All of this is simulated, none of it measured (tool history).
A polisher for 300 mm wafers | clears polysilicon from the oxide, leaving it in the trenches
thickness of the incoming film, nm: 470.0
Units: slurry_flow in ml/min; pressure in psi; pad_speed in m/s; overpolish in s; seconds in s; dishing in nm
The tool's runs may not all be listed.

{"run": 1, "day": 0.0, "slurry_flow": 235, "pressure": 3.1, "pad_speed": 0.8, "overpolish": 21, "seconds": 30.876, "dishing": 91.483}
{"run": 2, "day": 0.254, "slurry_flow": 180, "pressure": 3.1, "pad_speed": 0.8, "overpolish": 21, "seconds": 32.108, "dishing": 86.003}
{"run": 3, "day": 0.483, "slurry_flow": 230, "pressure": 3.1, "pad_speed": 0.8, "overpolish": 21, "seconds": 31.589, "dishing": 88.669}
{"run": 4, "day": 0.729, "slurry_flow": 225, "pressure": 2.9, "pad_speed": 0.8, "overpolish": 20, "seconds": 32.893, "dishing": 87.333}
{"run": 5, "day": 1.062, "slurry_flow": 265, "pressure": 2.9, "pad_speed": 0.8, "overpolish": 20, "seconds": 32.18, "dishing": 88.649}
{"run": 6, "day": 1.158, "slurry_flow": 260, "pressure": 2.7, "pad_speed": 0.8, "overpolish": 19, "seconds": 35.24, "dishing": 88.761}
{"run": 7, "day": 1.408, "slurry_flow": 250, "pressure": 2.6, "pad_speed": 0.8, "overpolish": 17, "seconds": 37.427, "dishing": 86.124}
{"run": 8, "day": 1.55, "slurry_flow": 245, "pressure": 2.5, "pad_speed": 0.8, "overpolish": 16, "seconds": 38.05, "dishing": 82.186}
{"run": 9, "day": 1.621, "slurry_flow": 250, "pressure": 1.9, "pad_speed": 0.78, "overpolish": 19, "seconds": 51.136, "dishing": 79.044}
{"run": 10, "day": 1.921, "slurry_flow": 250, "pressure": 2.0, "pad_speed": 0.78, "overpolish": 19, "seconds": 48.364, "dishing": 82.024}

Forecast run 11:
{"run": 11, "day": 2.167, "slurry_flow": 250, "pressure": 2.0, "pad_speed": 0.78, "overpolish": 18, "seconds": "?", "dishing": "?"}

{"run 11": {"seconds": 48.495, "dishing": 78.522}}

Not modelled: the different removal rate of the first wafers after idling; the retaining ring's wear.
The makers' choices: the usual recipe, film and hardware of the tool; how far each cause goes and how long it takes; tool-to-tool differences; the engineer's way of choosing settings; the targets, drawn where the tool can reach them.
